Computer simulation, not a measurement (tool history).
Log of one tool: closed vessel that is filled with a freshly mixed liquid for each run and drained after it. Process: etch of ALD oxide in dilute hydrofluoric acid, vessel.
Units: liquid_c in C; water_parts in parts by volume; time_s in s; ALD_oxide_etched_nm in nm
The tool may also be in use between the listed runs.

run 1 hour=0.0 | liquid_c=23.0 water_parts=215 time_s=35 | ALD_oxide_etched_nm=1.8975
run 2 hour=8.3 | liquid_c=23.0 water_parts=215 time_s=35 | ALD_oxide_etched_nm=1.8984
run 3 hour=10.6 | liquid_c=23.0 water_parts=260 time_s=35 | ALD_oxide_etched_nm=1.5040
run 4 hour=13.4 | liquid_c=23.0 water_parts=260 time_s=30 | ALD_oxide_etched_nm=1.2892
run 5 hour=15.6 | liquid_c=24.0 water_parts=250 time_s=30 | ALD_oxide_etched_nm=1.3895
run 6 hour=16.8 | liquid_c=20.5 water_parts=250 time_s=30 | ALD_oxide_etched_nm=1.2251
run 7 hour=17.9 | liquid_c=22.0 water_parts=245 time_s=30 | ALD_oxide_etched_nm=1.3436
-- hour=20.7 thermometer replaced
run 8 hour=20.7 | liquid_c=23.0 water_parts=240 time_s=30 | ALD_oxide_etched_nm=1.5320
run 9 hour=23.5 | liquid_c=24.0 water_parts=235 time_s=30 | ALD_oxide_etched_nm=1.6270

Run 10 comes next. What will it give?
run 10 hour=27.8 | liquid_c=25.0 water_parts=230 time_s=30 | ALD_oxide_etched_nm=?

{"run 10": {"ALD_oxide_etched_nm": 1.739}}
